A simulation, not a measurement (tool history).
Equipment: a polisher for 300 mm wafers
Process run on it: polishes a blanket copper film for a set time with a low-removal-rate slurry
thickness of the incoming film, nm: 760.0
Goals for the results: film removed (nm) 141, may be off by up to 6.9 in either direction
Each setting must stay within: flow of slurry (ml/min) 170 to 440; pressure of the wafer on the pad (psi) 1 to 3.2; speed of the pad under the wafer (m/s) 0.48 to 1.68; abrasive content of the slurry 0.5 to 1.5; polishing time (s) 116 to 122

run,hour,flow of slurry (ml/min),pressure of the wafer on the pad (psi),speed of the pad under the wafer (m/s),abrasive content of the slurry,polishing time (s),film removed (nm)
1,0,280,2.1,1.08,1,116,224.74
2,6.7,280,2.1,1.18,1,116,250.26
3,12.9,280,2.1,0.98,1,116,212.64
4,16.9,280,2.1,0.82,1,116,183.03
5,19.9,280,2.1,0.82,1.2,116,189.65
6,21.6,215,2.1,0.82,1.2,116,191.14
7,24.6,215,2,0.82,1.2,116,182.21
8,26.5,215,1.9,0.82,1.2,116,173.34
9,32.3,215,1.8,0.82,1.2,116,162.26
10,36.8,215,1.7,0.82,1.2,116,152.44

Exercise: of the 5 proposed moves below, exactly one satisfies all targets within the stated allowed misses. Which move is it?
A,41.3,175,2,0.76,1.1,118,?
B,41.3,180,1.6,0.82,1.2,116,?
C,41.3,220,1.7,0.92,1.15,116,?
D,41.3,230,1.5,0.7,1.15,116,?
E,41.3,205,1.9,0.72,1.3,119,?

move,film removed (nm)
A,165.14
B,142.69
C,166.9
D,119.54
E,161.14
A: further off than the last run
B: every result within its allowed miss
C: further off than the last run
D: pushes the last run's worst result past its target
E: further off than the last run
So the answer is move B, the one that meets all the targets.
